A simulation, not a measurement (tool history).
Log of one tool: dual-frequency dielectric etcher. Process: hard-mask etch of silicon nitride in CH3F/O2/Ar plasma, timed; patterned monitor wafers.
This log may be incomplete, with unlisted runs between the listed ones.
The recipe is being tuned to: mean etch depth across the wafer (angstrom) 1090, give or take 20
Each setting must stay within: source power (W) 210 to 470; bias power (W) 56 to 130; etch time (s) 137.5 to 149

run,hour,source power (W),bias power (W),etch time (s),mean etch depth across the wafer (angstrom)
1,0,340,93,149,990.69
2,6.2,340,77,149,897.86
3,7.3,320,77,149,867.27
4,13.2,320,87,149,934.68
5,18.9,350,87,149,965.05
6,25.2,350,87,149,972.33
7,27.4,360,87,149,969.97
8,32.3,420,103,149,1125
9,33.9,420,103,149,1131.2

Which one of the following 4 next-run settings gets every result inside its allowed miss? There is exactly one.
A,35.5,470,110,137.5,?
B,35.5,420,113,137.5,?
C,35.5,470,99,149,?
D,35.5,470,91,141,?

move,mean etch depth across the wafer (angstrom)
A,1121
B,1087.2
C,1155.1
D,1049.6
A: nearer the targets than the last run, but a result is still out of spec
B: in spec on every target
C: moves away from the targets compared with the last run
D: the result that was furthest off in the last run now lies on the other side of its target
The right move is B.
